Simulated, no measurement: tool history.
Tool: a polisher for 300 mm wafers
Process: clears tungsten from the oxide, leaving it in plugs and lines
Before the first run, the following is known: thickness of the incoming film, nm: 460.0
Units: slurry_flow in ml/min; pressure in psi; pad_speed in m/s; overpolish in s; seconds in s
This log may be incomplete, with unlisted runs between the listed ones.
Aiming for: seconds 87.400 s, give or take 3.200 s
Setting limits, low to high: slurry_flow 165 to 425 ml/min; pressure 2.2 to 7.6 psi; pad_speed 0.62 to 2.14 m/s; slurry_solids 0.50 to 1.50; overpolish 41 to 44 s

run 1 hour=0.0 | slurry_flow=275 pressure=4.9 pad_speed=1.38 slurry_solids=1.00 overpolish=41 | seconds=50.650
run 2 hour=4.4 | slurry_flow=275 pressure=4.5 pad_speed=1.38 slurry_solids=1.00 overpolish=41 | seconds=56.495
run 3 hour=4.9 | slurry_flow=275 pressure=5.1 pad_speed=1.38 slurry_solids=1.00 overpolish=41 | seconds=48.731
run 4 hour=8.2 | slurry_flow=215 pressure=5.1 pad_speed=1.38 slurry_solids=1.00 overpolish=41 | seconds=50.077
run 5 hour=10.1 | slurry_flow=215 pressure=4.7 pad_speed=1.38 slurry_solids=1.00 overpolish=41 | seconds=54.548
run 6 hour=17.9 | slurry_flow=215 pressure=4.4 pad_speed=1.38 slurry_solids=1.00 overpolish=41 | seconds=59.171
run 7 hour=20.7 | slurry_flow=215 pressure=4.1 pad_speed=1.38 slurry_solids=1.00 overpolish=41 | seconds=61.537
run 8 hour=28.9 | slurry_flow=215 pressure=3.8 pad_speed=1.38 slurry_solids=1.00 overpolish=41 | seconds=67.538
run 9 hour=36.0 | slurry_flow=215 pressure=3.6 pad_speed=1.38 slurry_solids=1.00 overpolish=41 | seconds=68.888
run 10 hour=40.8 | slurry_flow=215 pressure=3.4 pad_speed=1.38 slurry_solids=1.00 overpolish=41 | seconds=73.551
run 11 hour=49.5 | slurry_flow=215 pressure=2.5 pad_speed=1.36 slurry_solids=1.00 overpolish=41 | seconds=101.430
run 12 hour=55.4 | slurry_flow=215 pressure=2.6 pad_speed=1.36 slurry_solids=1.00 overpolish=41 | seconds=97.186
run 13 hour=58.8 | slurry_flow=215 pressure=2.7 pad_speed=1.36 slurry_solids=1.00 overpolish=41 | seconds=94.248

Below are 4 possible settings for the next run. Only one of them brings all results inside the allowed miss of their targets. Which is it?
run A hour=62.2 | slurry_flow=280 pressure=2.5 pad_speed=1.32 slurry_solids=1.05 overpolish=41 | seconds=?
run B hour=62.2 | slurry_flow=220 pressure=2.5 pad_speed=1.34 slurry_solids=0.90 overpolish=41 | seconds=?
run C hour=62.2 | slurry_flow=200 pressure=3.6 pad_speed=1.14 slurry_solids=0.85 overpolish=44 | seconds=?
run D hour=62.2 | slurry_flow=230 pressure=2.6 pad_speed=1.36 slurry_solids=1.00 overpolish=41 | seconds=?

move=A seconds=99.747
move=B seconds=104.440
move=C seconds=88.355
move=D seconds=96.071
A: further off than the last run
B: further off than the last run
C: all results in spec
D: further off than the last run
Correct choice: C, which meets every target
